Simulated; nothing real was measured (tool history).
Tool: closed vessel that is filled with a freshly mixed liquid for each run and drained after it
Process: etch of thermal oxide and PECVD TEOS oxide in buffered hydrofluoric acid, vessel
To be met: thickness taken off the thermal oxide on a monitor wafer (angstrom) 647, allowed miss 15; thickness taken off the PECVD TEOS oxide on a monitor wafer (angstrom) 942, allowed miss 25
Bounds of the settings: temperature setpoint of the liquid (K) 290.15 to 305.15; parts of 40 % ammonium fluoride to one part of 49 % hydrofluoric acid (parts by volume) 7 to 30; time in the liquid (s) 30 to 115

| run | hour | temperature setpoint of the liquid (K) | parts of 40 % ammonium fluoride to one part of 49 % hydrofluoric acid (parts by volume) | time in the liquid (s) | thickness taken off the thermal oxide on a monitor wafer (angstrom) | thickness taken off the PECVD TEOS oxide on a monitor wafer (angstrom) |
|---|---|---|---|---|---|---|
| 1 | 0 | 298.15 | 20 | 60 | 422.04 | 606.8 |
| 2 | 5.1 | 299.65 | 19.5 | 60 | 464.86 | 689.04 |
| 3 | 7.1 | 300.15 | 19 | 60 | 492.37 | 713.04 |
| 4 | 14.6 | 301.15 | 19 | 60 | 516.4 | 756.43 |
| 5 | 22.6 | 298.65 | 19 | 60 | 455.43 | 658.69 |
| 6 | 27.2 | 299.65 | 19 | 60 | 479.33 | 702.98 |
| 7 | 32.3 | 300.65 | 19 | 60 | 504.27 | 738.01 |
| 8 | 39.9 | 301.65 | 19 | 60 | 530.69 | 783.91 |
| 9 | 41 | 302.15 | 19 | 60 | 555.52 | 789.6 |
|  | 49.1 | hydrofluoric acid flow meter replaced |
| 10 | 49.1 | 302.65 | 18.5 | 60 | 548.76 | 799.97 |

5 next moves are on the table. One of them brings every result within its allowed miss. Which?
| A | 57.2 | 302.15 | 30 | 110 | ? | ? |
| B | 57.2 | 301.15 | 17 | 70 | ? | ? |
| C | 57.2 | 301.15 | 9 | 30 | ? | ? |
| D | 57.2 | 301.15 | 17 | 75 | ? | ? |
| E | 57.2 | 305.15 | 28 | 90 | ? | ? |

| move | thickness taken off the thermal oxide on a monitor wafer (angstrom) | thickness taken off the PECVD TEOS oxide on a monitor wafer (angstrom) |
|---|---|---|
| A | 691.81 | 1003.7 |
| B | 646.19 | 937.55 |
| C | 497.13 | 721.28 |
| D | 692.35 | 1004.5 |
| E | 695.55 | 1009.2 |
A: takes the result that was furthest off past its target
B: meets every target
C: further off than the last run
D: takes the result that was furthest off past its target
E: takes the result that was furthest off past its target
The right move is B.
